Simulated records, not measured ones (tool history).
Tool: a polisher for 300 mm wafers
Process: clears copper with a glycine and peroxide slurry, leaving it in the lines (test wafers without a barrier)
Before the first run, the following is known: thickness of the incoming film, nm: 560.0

run    day  flow of slurry (ml/min)  pressure of the wafer on the pad (kPa)  speed of the pad under the wafer (cm/s)  overpolish time after the end point (s)  time until the end point was called (s)  dishing of a wide line in a test structure (Å)
  1  0.000                      205                                    22.8                                      116                                       23                                   72.043                                          850.66
  2  0.112                      205                                    22.8                                      116                                       17                                   70.321                                          716.45
  3  0.288                      205                                    21.4                                      116                                       16                                   77.704                                          650.59
  4  0.442                      255                                    21.4                                      116                                       16                                   72.572                                          658.91
  5  0.662                      210                                    21.4                                      116                                       16                                   76.940                                          652.15
     0.762  -- slurry nozzle cleaned
  6  0.762                      205                                    20.7                                      116                                       16                                   72.519                                          695.20
  7  0.858                      205                                    20.0                                      112                                       15                                   76.813                                          599.52
  8  1.008                      205                                    19.3                                      110                                       16                                   80.824                                          637.14
  9  1.108                      205                                    16.5                                      110                                       12                                   94.094                                          425.29

For run 10, what comes out?
 10  1.312                      205                                    17.2                                      108                                       13                                        ?                                               ?

Run 10 gave time until the end point was called (s) 91.217, dishing of a wide line in a test structure (Å) 490.25.

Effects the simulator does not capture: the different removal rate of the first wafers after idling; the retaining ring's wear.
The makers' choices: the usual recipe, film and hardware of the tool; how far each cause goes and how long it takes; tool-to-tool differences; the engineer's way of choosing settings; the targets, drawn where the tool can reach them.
